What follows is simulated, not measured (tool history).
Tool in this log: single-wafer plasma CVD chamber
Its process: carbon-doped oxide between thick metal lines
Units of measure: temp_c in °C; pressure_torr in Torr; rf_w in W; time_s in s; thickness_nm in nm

run	day	temp_c	pressure_torr	rf_w	time_s	thickness_nm
1	0	345	3.69	395	206	792.52
2	0.025	346	3.62	395	206	786.77
3	0.262	346	3.62	395	206	781.98
4	0.312	347	3.57	395	206	786.52
5	0.629	347	3.57	395	206	789.14
6	0.846	347	3.57	390	206	783.9
7	0.942	347	3.57	385	206	770.73

Run 8, settings as shown, results not yet in. Your forecast:
8	1.008	347	3.53	385	206	?

thickness_nm: 783.05 nm
